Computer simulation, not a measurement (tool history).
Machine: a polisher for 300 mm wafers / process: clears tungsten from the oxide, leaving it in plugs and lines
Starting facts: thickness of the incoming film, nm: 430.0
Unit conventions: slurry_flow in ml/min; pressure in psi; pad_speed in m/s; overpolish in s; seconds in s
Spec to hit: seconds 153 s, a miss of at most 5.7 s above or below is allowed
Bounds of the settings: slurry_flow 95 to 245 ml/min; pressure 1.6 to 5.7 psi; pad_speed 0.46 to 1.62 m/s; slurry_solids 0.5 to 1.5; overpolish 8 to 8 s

{"run": 1, "hour": 0.0, "slurry_flow": 155, "pressure": 3.6, "pad_speed": 1.04, "slurry_solids": 1, "overpolish": 8, "seconds": 102.14}
{"run": 2, "hour": 8.7, "slurry_flow": 150, "pressure": 3.2, "pad_speed": 1.04, "slurry_solids": 1, "overpolish": 8, "seconds": 109.26}
{"run": 3, "hour": 16.4, "slurry_flow": 150, "pressure": 2.7, "pad_speed": 1.04, "slurry_solids": 1, "overpolish": 8, "seconds": 118.76}
{"run": 4, "hour": 25.2, "slurry_flow": 150, "pressure": 2.4, "pad_speed": 1.02, "slurry_solids": 1, "overpolish": 8, "seconds": 131.65}
{"run": 5, "hour": 27.2, "slurry_flow": 150, "pressure": 2.4, "pad_speed": 1.02, "slurry_solids": 1, "overpolish": 8, "seconds": 133.11}
{"run": 6, "hour": 28.2, "slurry_flow": 150, "pressure": 3, "pad_speed": 1.02, "slurry_solids": 1, "overpolish": 8, "seconds": 116.93}
{"run": 7, "hour": 31.0, "slurry_flow": 150, "pressure": 2.6, "pad_speed": 1.02, "slurry_solids": 1, "overpolish": 8, "seconds": 123.59}
{"run": 8, "hour": 38.2, "slurry_flow": 150, "pressure": 2.3, "pad_speed": 1, "slurry_solids": 1, "overpolish": 8, "seconds": 133.05}
{"run": 9, "hour": 45.1, "slurry_flow": 150, "pressure": 2.1, "pad_speed": 1, "slurry_solids": 1, "overpolish": 8, "seconds": 141.47}
{"run": 10, "hour": 46.7, "slurry_flow": 150, "pressure": 2, "pad_speed": 1, "slurry_solids": 1, "overpolish": 8, "seconds": 145.59}

Pick the move, out of 5, that brings all results within their allowed miss; only one does.
{"run": "A", "hour": 48.3, "slurry_flow": 160, "pressure": 2.1, "pad_speed": 1, "slurry_solids": 1, "overpolish": 8, "seconds": "?"}
{"run": "B", "hour": 48.3, "slurry_flow": 140, "pressure": 2.2, "pad_speed": 1.02, "slurry_solids": 1, "overpolish": 8, "seconds": "?"}
{"run": "C", "hour": 48.3, "slurry_flow": 195, "pressure": 1.6, "pad_speed": 1.38, "slurry_solids": 0.75, "overpolish": 8, "seconds": "?"}
{"run": "D", "hour": 48.3, "slurry_flow": 135, "pressure": 2.7, "pad_speed": 0.86, "slurry_solids": 0.85, "overpolish": 8, "seconds": "?"}
{"run": "E", "hour": 48.3, "slurry_flow": 190, "pressure": 2.5, "pad_speed": 1, "slurry_solids": 1, "overpolish": 8, "seconds": "?"}

move=A seconds=140.28
move=B seconds=136.93
move=C seconds=125.43
move=D seconds=151.88
move=E seconds=126.38
A: misses by more than the last run did
B: misses by more than the last run did
C: misses by more than the last run did
D: every result within its allowed miss
E: misses by more than the last run did
So the answer is move D, the one that meets all the targets.
